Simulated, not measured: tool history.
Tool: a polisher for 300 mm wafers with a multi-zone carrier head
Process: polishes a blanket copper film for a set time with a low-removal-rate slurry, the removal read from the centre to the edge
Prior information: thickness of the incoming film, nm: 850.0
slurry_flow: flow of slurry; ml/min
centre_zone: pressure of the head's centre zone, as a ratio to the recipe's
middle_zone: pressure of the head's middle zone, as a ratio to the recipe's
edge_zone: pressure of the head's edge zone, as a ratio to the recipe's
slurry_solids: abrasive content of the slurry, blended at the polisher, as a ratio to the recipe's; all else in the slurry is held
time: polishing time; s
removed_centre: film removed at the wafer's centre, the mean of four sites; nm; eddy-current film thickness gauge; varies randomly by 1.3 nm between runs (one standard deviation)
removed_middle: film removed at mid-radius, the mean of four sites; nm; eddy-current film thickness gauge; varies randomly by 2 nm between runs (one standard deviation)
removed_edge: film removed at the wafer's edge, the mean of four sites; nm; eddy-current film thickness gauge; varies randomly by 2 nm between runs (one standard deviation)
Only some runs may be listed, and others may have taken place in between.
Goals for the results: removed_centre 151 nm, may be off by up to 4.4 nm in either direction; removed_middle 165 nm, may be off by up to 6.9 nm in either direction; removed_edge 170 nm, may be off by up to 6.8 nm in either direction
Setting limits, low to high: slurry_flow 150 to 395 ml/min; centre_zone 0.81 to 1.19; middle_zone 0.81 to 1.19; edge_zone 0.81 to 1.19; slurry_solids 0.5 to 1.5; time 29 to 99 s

{"run": 1, "hour": 0.0, "slurry_flow": 250, "centre_zone": 1, "middle_zone": 1, "edge_zone": 1, "slurry_solids": 1, "time": 64, "removed_centre": 190.67, "removed_middle": 188.52, "removed_edge": 182.84}
{"run": 2, "hour": 6.2, "slurry_flow": 250, "centre_zone": 1, "middle_zone": 1, "edge_zone": 0.95, "slurry_solids": 1, "time": 64, "removed_centre": 193.62, "removed_middle": 186.2, "removed_edge": 179.12}
{"run": 3, "hour": 9.9, "slurry_flow": 250, "centre_zone": 1, "middle_zone": 1, "edge_zone": 0.91, "slurry_solids": 1, "time": 64, "removed_centre": 191.03, "removed_middle": 190.26, "removed_edge": 178.2}
{"run": 4, "hour": 16.7, "slurry_flow": 250, "centre_zone": 1, "middle_zone": 0.93, "edge_zone": 0.91, "slurry_solids": 1, "time": 64, "removed_centre": 190.63, "removed_middle": 176.26, "removed_edge": 177.62}
{"run": 5, "hour": 23.7, "slurry_flow": 295, "centre_zone": 1, "middle_zone": 0.93, "edge_zone": 0.91, "slurry_solids": 1, "time": 64, "removed_centre": 197.46, "removed_middle": 181.86, "removed_edge": 176.87}
{"run": 6, "hour": 24.4, "slurry_flow": 295, "centre_zone": 1, "middle_zone": 0.93, "edge_zone": 0.91, "slurry_solids": 0.8, "time": 64, "removed_centre": 184.26, "removed_middle": 166.05, "removed_edge": 167.21}
{"run": 7, "hour": 26.3, "slurry_flow": 270, "centre_zone": 0.96, "middle_zone": 0.94, "edge_zone": 0.92, "slurry_solids": 0.8, "time": 64, "removed_centre": 176.05, "removed_middle": 170.76, "removed_edge": 168.99}
{"run": 8, "hour": 32.6, "slurry_flow": 250, "centre_zone": 0.86, "middle_zone": 0.88, "edge_zone": 0.95, "slurry_solids": 0.7, "time": 64, "removed_centre": 145.49, "removed_middle": 154.62, "removed_edge": 164.32}
{"run": 9, "hour": 33.6, "slurry_flow": 255, "centre_zone": 0.86, "middle_zone": 0.89, "edge_zone": 0.96, "slurry_solids": 0.7, "time": 64, "removed_centre": 146.41, "removed_middle": 155.92, "removed_edge": 160.69}
{"run": 10, "hour": 36.6, "slurry_flow": 245, "centre_zone": 0.86, "middle_zone": 0.89, "edge_zone": 0.97, "slurry_solids": 0.75, "time": 64, "removed_centre": 149.85, "removed_middle": 155.91, "removed_edge": 167.02}

Which of these 4 next moves meets every target?
{"run": "A", "hour": 39.6, "slurry_flow": 245, "centre_zone": 0.81, "middle_zone": 0.92, "edge_zone": 0.97, "slurry_solids": 0.75, "time": 65, "removed_centre": "?", "removed_middle": "?", "removed_edge": "?"}
{"run": "B", "hour": 39.6, "slurry_flow": 245, "centre_zone": 0.89, "middle_zone": 0.9, "edge_zone": 1, "slurry_solids": 0.65, "time": 64, "removed_centre": "?", "removed_middle": "?", "removed_edge": "?"}
{"run": "C", "hour": 39.6, "slurry_flow": 240, "centre_zone": 0.92, "middle_zone": 0.91, "edge_zone": 0.95, "slurry_solids": 0.7, "time": 67, "removed_centre": "?", "removed_middle": "?", "removed_edge": "?"}
{"run": "D", "hour": 39.6, "slurry_flow": 260, "centre_zone": 0.83, "middle_zone": 0.9, "edge_zone": 0.92, "slurry_solids": 0.6, "time": 70, "removed_centre": "?", "removed_middle": "?", "removed_edge": "?"}

move=A removed_centre=145.1 removed_middle=165.3 removed_edge=174.23
move=B removed_centre=150.83 removed_middle=153.37 removed_edge=166.67
move=C removed_centre=166.38 removed_middle=165.14 removed_edge=174.51
move=D removed_centre=151.23 removed_middle=164.95 removed_edge=173.44
A: puts the biggest miss on target and leaves a different result outside tolerance
B: its largest miss is bigger than the last run's
C: puts the biggest miss on target and leaves a different result outside tolerance
D: meets every target
The right move is D.

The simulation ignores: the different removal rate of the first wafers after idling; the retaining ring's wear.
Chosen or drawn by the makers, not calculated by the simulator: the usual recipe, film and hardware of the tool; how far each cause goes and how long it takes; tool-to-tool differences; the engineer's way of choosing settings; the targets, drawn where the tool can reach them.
